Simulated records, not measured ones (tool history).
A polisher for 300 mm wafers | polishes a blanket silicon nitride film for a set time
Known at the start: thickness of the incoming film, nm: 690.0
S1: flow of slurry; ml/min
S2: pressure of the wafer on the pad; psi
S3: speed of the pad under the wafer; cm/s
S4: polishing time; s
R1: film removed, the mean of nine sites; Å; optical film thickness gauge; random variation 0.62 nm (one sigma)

| run | hour | S1 | S2 | S3 | S4 | R1 |
|---|---|---|---|---|---|---|
| 1 | 0 | 140 | 4.5 | 88 | 25 | 475.89 |
| 2 | 1.3 | 145 | 4.7 | 88 | 25 | 483.03 |
| 3 | 9.1 | 145 | 3.8 | 88 | 25 | 412.28 |
| 4 | 13 | 145 | 3.8 | 100 | 25 | 445.2 |
| 5 | 21.9 | 145 | 3.8 | 116 | 25 | 505.94 |
| 6 | 24.4 | 145 | 3.8 | 116 | 25 | 515 |
| 7 | 28.9 | 145 | 4 | 116 | 25 | 536.37 |
| 8 | 33.3 | 145 | 4.1 | 116 | 25 | 548.81 |
| 9 | 37.3 | 145 | 4.2 | 116 | 25 | 561.29 |
| 10 | 46.1 | 145 | 4.2 | 116 | 25 | 563.85 |
| 11 | 48.8 | 150 | 4.3 | 116 | 25 | 561.5 |
| 12 | 55.6 | 150 | 4.4 | 116 | 25 | 590.38 |
| 13 | 59.8 | 155 | 4.5 | 116 | 25 | 598.21 |
| 14 | 66.9 | 155 | 4.6 | 116 | 25 | 604.35 |

Run 15 is up next; what results do you expect?
| 15 | 68.5 | 155 | 4.7 | 116 | 25 | ? |

{"run 15": {"R1": 615.52}}
